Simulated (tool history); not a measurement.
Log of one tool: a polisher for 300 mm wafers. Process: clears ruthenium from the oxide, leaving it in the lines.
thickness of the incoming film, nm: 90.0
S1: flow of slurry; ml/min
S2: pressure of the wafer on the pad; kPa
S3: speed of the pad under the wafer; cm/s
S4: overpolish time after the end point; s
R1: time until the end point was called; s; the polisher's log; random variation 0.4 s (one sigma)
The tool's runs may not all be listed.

run  hour   S1    S2   S3  S4      R1
  1   0.0  280  18.6  112  22  66.015
  2   2.2  285  20.7  112  22  61.047
  3   3.9  285  22.8  112  22  57.215
  4  12.0  285  22.8  112  23  56.677
  5  17.0  285  24.1  112  23  54.061
  6  22.6  285  21.4  112  23  59.714
  7  24.2  285  23.4  112  23  55.125

Run 8 comes next. What will it give?
  8  28.2  285  24.8  112  23   ?

R1: 53.217 s
